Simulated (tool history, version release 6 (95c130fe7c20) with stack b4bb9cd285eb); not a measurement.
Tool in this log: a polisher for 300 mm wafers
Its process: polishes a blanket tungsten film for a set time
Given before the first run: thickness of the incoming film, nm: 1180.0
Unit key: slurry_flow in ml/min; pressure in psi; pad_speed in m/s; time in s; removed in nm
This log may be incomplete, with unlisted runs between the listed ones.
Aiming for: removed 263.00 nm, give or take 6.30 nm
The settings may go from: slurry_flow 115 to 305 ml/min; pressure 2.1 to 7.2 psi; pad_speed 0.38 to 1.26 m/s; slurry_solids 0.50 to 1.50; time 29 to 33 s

| run | hour | slurry_flow | pressure | pad_speed | slurry_solids | time | removed |
|---|---|---|---|---|---|---|---|
| 1 | 0.0 | 195 | 4.6 | 0.82 | 1.00 | 33 | 172.97 |
| 2 | 6.2 | 205 | 5.0 | 0.82 | 1.00 | 33 | 187.11 |
| 3 | 8.0 | 205 | 5.3 | 0.82 | 1.00 | 33 | 191.79 |
| 4 | 13.1 | 205 | 5.3 | 0.94 | 1.00 | 33 | 218.25 |
| 5 | 18.3 | 240 | 5.3 | 0.94 | 1.00 | 33 | 221.44 |
| 6 | 26.8 | 240 | 5.7 | 0.94 | 1.00 | 33 | 238.52 |
| 7 | 33.9 | 240 | 5.8 | 0.94 | 1.00 | 33 | 234.71 |
| 8 | 39.0 | 240 | 6.0 | 0.94 | 1.00 | 33 | 243.49 |

Next run, 5 choices. One meets every target within its allowed miss, the rest don't. Which?
| A | 44.1 | 210 | 6.6 | 0.92 | 1.00 | 33 | ? |
| B | 44.1 | 235 | 7.0 | 1.02 | 1.00 | 32 | ? |
| C | 44.1 | 235 | 6.0 | 0.98 | 1.10 | 32 | ? |
| D | 44.1 | 265 | 5.9 | 1.00 | 1.15 | 31 | ? |
| E | 44.1 | 260 | 6.3 | 0.98 | 1.10 | 32 | ? |

| move | removed |
|---|---|
| A | 254.23 |
| B | 288.48 |
| C | 252.41 |
| D | 251.74 |
| E | 264.32 |
A: closer than the last run, but not yet in spec
B: pushes the last run's worst result past its target
C: closer than the last run, but not yet in spec
D: closer than the last run, but not yet in spec
E: all results land within tolerance of their targets
The move that meets every target is E.
